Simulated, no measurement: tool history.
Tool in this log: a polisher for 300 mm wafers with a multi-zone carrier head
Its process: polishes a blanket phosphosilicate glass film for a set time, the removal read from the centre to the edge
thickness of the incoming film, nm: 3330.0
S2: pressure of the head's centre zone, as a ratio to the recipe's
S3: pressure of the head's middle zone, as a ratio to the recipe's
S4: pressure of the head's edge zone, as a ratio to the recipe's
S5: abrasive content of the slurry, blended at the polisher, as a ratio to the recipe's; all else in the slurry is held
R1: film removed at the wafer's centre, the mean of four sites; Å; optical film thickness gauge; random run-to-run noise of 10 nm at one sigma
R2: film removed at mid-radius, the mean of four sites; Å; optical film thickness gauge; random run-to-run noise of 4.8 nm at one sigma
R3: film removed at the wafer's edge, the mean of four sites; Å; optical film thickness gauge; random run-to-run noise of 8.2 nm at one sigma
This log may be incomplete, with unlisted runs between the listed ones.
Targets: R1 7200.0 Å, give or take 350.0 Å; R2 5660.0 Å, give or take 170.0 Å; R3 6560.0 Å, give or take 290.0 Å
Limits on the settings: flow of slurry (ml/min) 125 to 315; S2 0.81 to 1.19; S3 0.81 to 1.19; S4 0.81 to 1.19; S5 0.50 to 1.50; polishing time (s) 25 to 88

{"run": 1, "hour": 0.0, "flow of slurry (ml/min)": 205, "S2": 1.0, "S3": 1.0, "S4": 1.0, "S5": 1.0, "polishing time (s)": 56, "R1": 3772.1, "R2": 4149.5, "R3": 4235.2}
{"run": 2, "hour": 3.5, "flow of slurry (ml/min)": 205, "S2": 1.0, "S3": 1.0, "S4": 1.0, "S5": 1.0, "polishing time (s)": 65, "R1": 4410.8, "R2": 4736.8, "R3": 4898.6}
{"run": 3, "hour": 8.5, "flow of slurry (ml/min)": 235, "S2": 1.0, "S3": 1.0, "S4": 1.0, "S5": 1.0, "polishing time (s)": 65, "R1": 4540.2, "R2": 4864.3, "R3": 4995.7}
{"run": 4, "hour": 15.0, "flow of slurry (ml/min)": 245, "S2": 1.06, "S3": 0.97, "S4": 1.02, "S5": 1.1, "polishing time (s)": 66, "R1": 5096.7, "R2": 5060.0, "R3": 5365.8}
{"run": 5, "hour": 23.2, "flow of slurry (ml/min)": 255, "S2": 1.1, "S3": 0.93, "S4": 1.01, "S5": 1.2, "polishing time (s)": 67, "R1": 5879.6, "R2": 5203.7, "R3": 5663.3}
{"run": 6, "hour": 26.2, "flow of slurry (ml/min)": 260, "S2": 1.12, "S3": 0.92, "S4": 1.03, "S5": 1.25, "polishing time (s)": 67, "R1": 5914.1, "R2": 5338.4, "R3": 5901.8}
{"run": 7, "hour": 29.5, "flow of slurry (ml/min)": 265, "S2": 1.14, "S3": 0.9, "S4": 1.03, "S5": 1.3, "polishing time (s)": 67, "R1": 6201.3, "R2": 5377.6, "R3": 6124.6}
{"run": 8, "hour": 30.8, "flow of slurry (ml/min)": 270, "S2": 1.16, "S3": 0.89, "S4": 1.02, "S5": 1.35, "polishing time (s)": 67, "R1": 6445.4, "R2": 5371.7, "R3": 6128.8}
{"run": 9, "hour": 39.0, "flow of slurry (ml/min)": 275, "S2": 1.17, "S3": 0.88, "S4": 1.01, "S5": 1.4, "polishing time (s)": 67, "R1": 6665.1, "R2": 5416.0, "R3": 6223.6}
{"run": 10, "hour": 40.4, "flow of slurry (ml/min)": 280, "S2": 1.18, "S3": 0.88, "S4": 1.01, "S5": 1.45, "polishing time (s)": 67, "R1": 6858.8, "R2": 5626.1, "R3": 6273.4}
{"run": 11, "hour": 46.5, "flow of slurry (ml/min)": 280, "S2": 1.18, "S3": 0.87, "S4": 1.01, "S5": 1.45, "polishing time (s)": 67, "R1": 6744.5, "R2": 5448.1, "R3": 6410.5}

Pick the move, out of 5, that brings all results within their allowed miss; only one does.
{"run": "A", "hour": 52.6, "flow of slurry (ml/min)": 280, "S2": 1.18, "S3": 0.81, "S4": 1.01, "S5": 1.5, "polishing time (s)": 66, "R1": "?", "R2": "?", "R3": "?"}
{"run": "B", "hour": 52.6, "flow of slurry (ml/min)": 245, "S2": 1.15, "S3": 1.04, "S4": 1.13, "S5": 1.35, "polishing time (s)": 66, "R1": "?", "R2": "?", "R3": "?"}
{"run": "C", "hour": 52.6, "flow of slurry (ml/min)": 300, "S2": 1.1, "S3": 0.97, "S4": 1.12, "S5": 1.5, "polishing time (s)": 61, "R1": "?", "R2": "?", "R3": "?"}
{"run": "D", "hour": 52.6, "flow of slurry (ml/min)": 265, "S2": 1.19, "S3": 0.85, "S4": 1.0, "S5": 1.25, "polishing time (s)": 75, "R1": "?", "R2": "?", "R3": "?"}
{"run": "E", "hour": 52.6, "flow of slurry (ml/min)": 305, "S2": 1.03, "S3": 0.83, "S4": 0.96, "S5": 1.4, "polishing time (s)": 65, "R1": "?", "R2": "?", "R3": "?"}

move=A R1=6572.1 R2=5219.7 R3=6289.2
move=B R1=6035.1 R2=5886.5 R3=6276.5
move=C R1=5705.2 R2=5521.5 R3=6140.0
move=D R1=6911.0 R2=5629.9 R3=6534.4
move=E R1=5531.5 R2=5128.0 R3=5911.0
A: further off than the last run
B: further off than the last run
C: further off than the last run
D: all results in spec
E: further off than the last run
The move that meets every target is D.
